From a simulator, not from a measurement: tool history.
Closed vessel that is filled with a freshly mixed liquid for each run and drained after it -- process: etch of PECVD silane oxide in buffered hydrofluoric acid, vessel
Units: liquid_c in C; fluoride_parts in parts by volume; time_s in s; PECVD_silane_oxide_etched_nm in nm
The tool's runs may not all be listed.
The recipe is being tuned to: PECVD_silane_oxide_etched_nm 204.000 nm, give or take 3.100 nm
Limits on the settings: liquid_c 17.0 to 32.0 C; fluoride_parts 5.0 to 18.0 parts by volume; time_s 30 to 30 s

| run | day | liquid_c | fluoride_parts | time_s | PECVD_silane_oxide_etched_nm |
|---|---|---|---|---|---|
| 1 | 0.000 | 25.0 | 11.0 | 30 | 93.328 |
| 2 | 0.188 | 25.0 | 11.0 | 30 | 93.923 |
| 3 | 0.367 | 26.0 | 10.5 | 30 | 104.320 |
| 4 | 0.488 | 26.5 | 10.0 | 30 | 111.420 |
| 5 | 0.662 | 25.0 | 10.0 | 30 | 103.210 |
| 6 | 0.729 | 27.5 | 10.0 | 30 | 117.600 |
| 7 | 0.967 | 28.0 | 9.5 | 30 | 125.620 |
| 8 | 1.075 | 28.5 | 9.0 | 30 | 132.370 |
| 9 | 1.404 | 29.0 | 8.5 | 30 | 145.350 |
| 10 | 1.712 | 29.5 | 8.5 | 30 | 148.490 |
| 11 | 1.738 | 30.0 | 8.5 | 30 | 153.160 |
| 12 | 1.842 | 31.0 | 7.0 | 30 | 198.770 |

Which single option among these 4 for the next run brings every result within its allowed miss of target? Just one does.
| A | 1.946 | 32.0 | 7.5 | 30 | ? |
| B | 1.946 | 30.5 | 7.0 | 30 | ? |
| C | 1.946 | 31.5 | 7.5 | 30 | ? |
| D | 1.946 | 31.5 | 7.0 | 30 | ? |

| move | PECVD_silane_oxide_etched_nm |
|---|---|
| A | 194.620 |
| B | 193.930 |
| C | 189.650 |
| D | 204.280 |
A: its largest miss is bigger than the last run's
B: its largest miss is bigger than the last run's
C: its largest miss is bigger than the last run's
D: each result inside its tolerance
D meets every target.
